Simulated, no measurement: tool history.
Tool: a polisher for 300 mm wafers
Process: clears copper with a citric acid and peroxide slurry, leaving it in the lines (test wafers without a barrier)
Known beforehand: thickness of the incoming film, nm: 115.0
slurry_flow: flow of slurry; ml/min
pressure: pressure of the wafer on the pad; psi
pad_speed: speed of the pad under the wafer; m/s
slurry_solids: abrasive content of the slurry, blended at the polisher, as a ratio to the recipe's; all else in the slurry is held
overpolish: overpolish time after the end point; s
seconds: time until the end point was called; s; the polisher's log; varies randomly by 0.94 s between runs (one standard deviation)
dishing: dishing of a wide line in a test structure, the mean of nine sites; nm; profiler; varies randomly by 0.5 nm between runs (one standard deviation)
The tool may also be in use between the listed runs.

run  hour  slurry_flow  pressure  pad_speed  slurry_solids  overpolish  seconds  dishing
  1     0          275       2.1       0.96              1          14   97.288   14.909
  2   8.5          275       2.1       0.96              1          10   98.372   11.753
  3  11.3          275       2.1       0.96            0.9          10   98.639   10.776
  4  13.9          320       2.1       0.96            0.9          10   98.002   11.087
  5  22.6          320       2.1       0.96           0.95          11   98.432   11.894
  6  26.8          320       2.1       0.96           0.95          12   96.179   13.134
  7  32.5          320       2.1       0.96              1          13   95.172   13.751
     34.3  -- slurry nozzle cleaned
  8  34.3          320       2.1       0.96              1          14    91.15   16.011
  9    39          310         2       0.96              1          15   94.756   16.506
 10  47.9          310         2       0.96              1          15   94.934   16.336

Run 11 comes next. What will it give?
 11  55.5          310       1.9       0.96              1          16        ?        ?

{"run 11": {"seconds": 97.896, "dishing": 17.582}}

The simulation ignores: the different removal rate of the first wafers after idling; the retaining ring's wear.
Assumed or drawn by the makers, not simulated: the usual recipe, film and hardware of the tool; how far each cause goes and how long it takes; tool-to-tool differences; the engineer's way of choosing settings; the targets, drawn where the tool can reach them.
